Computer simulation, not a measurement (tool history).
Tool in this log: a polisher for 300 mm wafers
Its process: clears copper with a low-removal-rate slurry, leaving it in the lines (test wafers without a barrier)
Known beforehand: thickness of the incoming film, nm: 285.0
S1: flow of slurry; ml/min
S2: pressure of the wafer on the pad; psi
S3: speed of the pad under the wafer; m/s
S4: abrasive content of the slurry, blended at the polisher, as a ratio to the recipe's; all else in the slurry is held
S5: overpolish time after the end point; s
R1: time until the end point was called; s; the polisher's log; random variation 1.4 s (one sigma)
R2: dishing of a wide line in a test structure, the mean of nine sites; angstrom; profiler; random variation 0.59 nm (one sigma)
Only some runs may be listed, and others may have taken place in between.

Run 1, hour 0.0: S1 145 ml/min, S2 2.0 psi, S3 1.36 m/s, S4 1.0, S5 20 s. Result: R1 104.39 s, R2 350.74 angstrom.
Run 2, hour 8.1: S1 145 ml/min, S2 1.6 psi, S3 1.36 m/s, S4 1.0, S5 20 s. Result: R1 131.11 s, R2 292.77 angstrom.
Run 3, hour 14.0: S1 145 ml/min, S2 1.6 psi, S3 1.14 m/s, S4 1.0, S5 20 s. Result: R1 155.50 s, R2 257.78 angstrom.
Run 4, hour 14.7: S1 145 ml/min, S2 1.8 psi, S3 1.14 m/s, S4 1.0, S5 21 s. Result: R1 139.94 s, R2 291.95 angstrom.
Run 5, hour 20.7: S1 145 ml/min, S2 2.2 psi, S3 1.14 m/s, S4 1.0, S5 21 s. Result: R1 112.33 s, R2 345.59 angstrom.
Run 6, hour 24.4: S1 145 ml/min, S2 2.3 psi, S3 1.14 m/s, S4 1.0, S5 22 s. Result: R1 105.22 s, R2 372.97 angstrom.

Run 7 is up next; what results do you expect?
Run 7, hour 30.7: S1 145 ml/min, S2 2.4 psi, S3 1.14 m/s, S4 1.0, S5 23 s. Result: R1 ?, R2 ?.

R1: 105.53 s
R2: 398.31 angstrom

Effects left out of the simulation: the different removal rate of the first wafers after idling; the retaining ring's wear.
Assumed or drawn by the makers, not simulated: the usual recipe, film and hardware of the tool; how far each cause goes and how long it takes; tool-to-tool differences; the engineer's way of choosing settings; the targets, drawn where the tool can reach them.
